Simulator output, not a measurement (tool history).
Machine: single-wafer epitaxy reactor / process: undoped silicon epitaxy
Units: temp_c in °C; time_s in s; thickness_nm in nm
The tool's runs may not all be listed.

run 1 hour=0 | temp_c=650 time_s=575 | thickness_nm=86.168
run 2 hour=8.6 | temp_c=659 time_s=575 | thickness_nm=108.07
run 3 hour=16 | temp_c=657 time_s=575 | thickness_nm=102.6
run 4 hour=20.6 | temp_c=657 time_s=493 | thickness_nm=88.06
run 5 hour=24.4 | temp_c=656 time_s=493 | thickness_nm=85.298
run 6 hour=28.8 | temp_c=655 time_s=493 | thickness_nm=83.609

Estimate the outcome of run 7 from the log above:
run 7 hour=30.8 | temp_c=654 time_s=493 | thickness_nm=?

Run 7 came out at thickness_nm 81.684 nm.

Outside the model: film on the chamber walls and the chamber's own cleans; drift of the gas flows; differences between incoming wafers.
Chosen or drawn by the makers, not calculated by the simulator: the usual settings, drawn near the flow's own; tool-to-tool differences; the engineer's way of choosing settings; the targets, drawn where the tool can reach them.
